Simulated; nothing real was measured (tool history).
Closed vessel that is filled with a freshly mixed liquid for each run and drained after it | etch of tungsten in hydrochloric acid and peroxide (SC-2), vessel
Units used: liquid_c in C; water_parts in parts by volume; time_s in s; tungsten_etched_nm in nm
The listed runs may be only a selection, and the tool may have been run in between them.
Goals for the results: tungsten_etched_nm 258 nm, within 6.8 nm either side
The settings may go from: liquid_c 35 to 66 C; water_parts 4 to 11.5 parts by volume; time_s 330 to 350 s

run,hour,liquid_c,water_parts,time_s,tungsten_etched_nm
1,0,50,6.5,330,83.348
2,5.1,46.5,6.5,330,66.695
3,11.9,46.5,8,330,55.95
4,17.9,51,7.5,330,79.317
5,21.5,54.5,7,330,105.82
6,27.8,54.5,8.5,330,90.648
# hour 33.6: new drum of peroxide connected
7,33.6,57,8,330,116.63
8,37.2,59,7.5,330,139.06
9,42.5,60.5,7,330,161.79
10,47.2,62,7,330,178.28
11,52.3,63,7,330,188.2
12,55.9,63.5,6.5,330,207.08

4 candidate next runs follow, results not yet known. Just one meets every target within its allowed miss. Identify it.
A,59.5,65,6,350,?
B,59.5,61,7,350,?
C,59.5,62.5,8,330,?
D,59.5,65,6.5,340,?

move,tungsten_etched_nm
A,255.15
B,177.25
C,165.09
D,233.28
A: meets every target
B: further off than the last run
C: further off than the last run
D: closer than the last run, but not yet in spec
A is the move that brings every result within its allowed miss.
